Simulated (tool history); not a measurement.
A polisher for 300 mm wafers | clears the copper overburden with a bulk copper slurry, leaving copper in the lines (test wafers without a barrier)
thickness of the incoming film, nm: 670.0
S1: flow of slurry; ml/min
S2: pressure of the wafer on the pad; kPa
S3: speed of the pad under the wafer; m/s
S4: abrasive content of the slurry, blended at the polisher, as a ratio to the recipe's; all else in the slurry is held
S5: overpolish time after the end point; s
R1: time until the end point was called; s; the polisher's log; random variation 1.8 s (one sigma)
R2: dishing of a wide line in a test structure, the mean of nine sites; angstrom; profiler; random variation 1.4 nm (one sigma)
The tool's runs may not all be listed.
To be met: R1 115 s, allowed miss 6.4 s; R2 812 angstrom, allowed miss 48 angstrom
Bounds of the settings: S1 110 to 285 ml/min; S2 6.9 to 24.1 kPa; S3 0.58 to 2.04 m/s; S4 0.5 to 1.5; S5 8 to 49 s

{"run": 1, "hour": 0.0, "S1": 180, "S2": 15.2, "S3": 1.3, "S4": 1, "S5": 25, "R1": 69.982, "R2": 1058.7}
{"run": 2, "hour": 2.1, "S1": 180, "S2": 14.5, "S3": 1.3, "S4": 1, "S5": 26, "R1": 74.593, "R2": 1083.7}
{"run": 3, "hour": 10.7, "S1": 180, "S2": 14.5, "S3": 1.3, "S4": 1.15, "S5": 26, "R1": 72.204, "R2": 1063.6}
{"run": 4, "hour": 17.8, "S1": 180, "S2": 14.5, "S3": 1.6, "S4": 1.15, "S5": 26, "R1": 60.627, "R2": 1181.1}
{"run": 5, "hour": 26.3, "S1": 180, "S2": 14.5, "S3": 1.6, "S4": 1.15, "S5": 31, "R1": 61.215, "R2": 1228.2}
{"run": 6, "hour": 33.2, "S1": 180, "S2": 14.5, "S3": 1.36, "S4": 1.15, "S5": 31, "R1": 71.136, "R2": 1190.6}
{"run": 7, "hour": 39.0, "S1": 180, "S2": 14.5, "S3": 1.36, "S4": 1.15, "S5": 31, "R1": 67.971, "R2": 1180.6}
{"run": 8, "hour": 46.4, "S1": 180, "S2": 13.1, "S3": 1.36, "S4": 1.15, "S5": 30, "R1": 76.502, "R2": 1081.1}
{"run": 9, "hour": 49.8, "S1": 180, "S2": 12.4, "S3": 1.36, "S4": 1.15, "S5": 30, "R1": 77.618, "R2": 1044.3}
{"run": 10, "hour": 53.7, "S1": 180, "S2": 11.7, "S3": 1.34, "S4": 1.15, "S5": 31, "R1": 85.071, "R2": 985.97}
{"run": 11, "hour": 61.3, "S1": 180, "S2": 11, "S3": 1.34, "S4": 1.15, "S5": 32, "R1": 90.332, "R2": 1014.5}
{"run": 12, "hour": 64.7, "S1": 180, "S2": 10.3, "S3": 1.34, "S4": 1.15, "S5": 31, "R1": 95.34, "R2": 947.99}
{"run": 13, "hour": 68.6, "S1": 180, "S2": 9.7, "S3": 1.34, "S4": 1.15, "S5": 31, "R1": 100.42, "R2": 927.82}

Which of these 4 next moves meets every target?
{"run": "A", "hour": 72.5, "S1": 195, "S2": 9, "S3": 1.4, "S4": 1.15, "S5": 38, "R1": "?", "R2": "?"}
{"run": "B", "hour": 72.5, "S1": 185, "S2": 11, "S3": 1.1, "S4": 1.15, "S5": 38, "R1": "?", "R2": "?"}
{"run": "C", "hour": 72.5, "S1": 180, "S2": 11, "S3": 1.4, "S4": 1.2, "S5": 22, "R1": "?", "R2": "?"}
{"run": "D", "hour": 72.5, "S1": 205, "S2": 7.6, "S3": 1.48, "S4": 1.1, "S5": 31, "R1": "?", "R2": "?"}

move=A R1=104 R2=979.97
move=B R1=105.35 R2=1028
move=C R1=87.044 R2=866.98
move=D R1=114.97 R2=829.25
A: further off than the last run
B: further off than the last run
C: further off than the last run
D: meets every target
Answer: D

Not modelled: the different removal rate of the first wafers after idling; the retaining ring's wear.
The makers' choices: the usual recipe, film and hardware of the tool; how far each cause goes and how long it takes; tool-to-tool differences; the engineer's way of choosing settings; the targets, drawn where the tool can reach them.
